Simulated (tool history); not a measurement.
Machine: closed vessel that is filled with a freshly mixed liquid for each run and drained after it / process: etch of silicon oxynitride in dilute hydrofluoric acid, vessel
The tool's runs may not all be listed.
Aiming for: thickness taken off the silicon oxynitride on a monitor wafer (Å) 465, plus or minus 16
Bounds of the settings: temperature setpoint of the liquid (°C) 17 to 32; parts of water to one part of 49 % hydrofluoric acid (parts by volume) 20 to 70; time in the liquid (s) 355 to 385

run	day	temperature setpoint of the liquid (°C)	parts of water to one part of 49 % hydrofluoric acid (parts by volume)	time in the liquid (s)	thickness taken off the silicon oxynitride on a monitor wafer (Å)
1	0	24	40	355	265.78
2	0.221	26	40	355	288.33
3	0.521	22.5	40	355	248.98
4	0.712	23.5	40	355	259.31
5	0.762	24.5	40	355	271.81
6	0.996	23	40	355	253.86
7	1.288	24	40	355	269.79
8	1.6	25	40	355	275.04
9	1.992	25.5	40	355	284.14
10	2.275	26	40	355	297.67
11	2.604	26.5	40	355	296.58
12	2.796	27	40	355	304.16
13	3.012	27.5	40	355	316.74
14	3.079	28	40	355	318.62
15	3.15	28.5	40	355	329.74
16	3.4	29	40	355	340.54

Pick the move, out of 4, that brings all results within their allowed miss; only one does.
A	3.65	32	40	380	?
B	3.65	30	35	370	?
C	3.65	29	35	365	?
D	3.65	29.5	30	355	?

move	thickness taken off the silicon oxynitride on a monitor wafer (Å)
A	409.64
B	417.28
C	392.61
D	458.21
A: nearer than the last run, and not there yet
B: nearer than the last run, and not there yet
C: nearer than the last run, and not there yet
D: each result inside its tolerance
The right move is D.

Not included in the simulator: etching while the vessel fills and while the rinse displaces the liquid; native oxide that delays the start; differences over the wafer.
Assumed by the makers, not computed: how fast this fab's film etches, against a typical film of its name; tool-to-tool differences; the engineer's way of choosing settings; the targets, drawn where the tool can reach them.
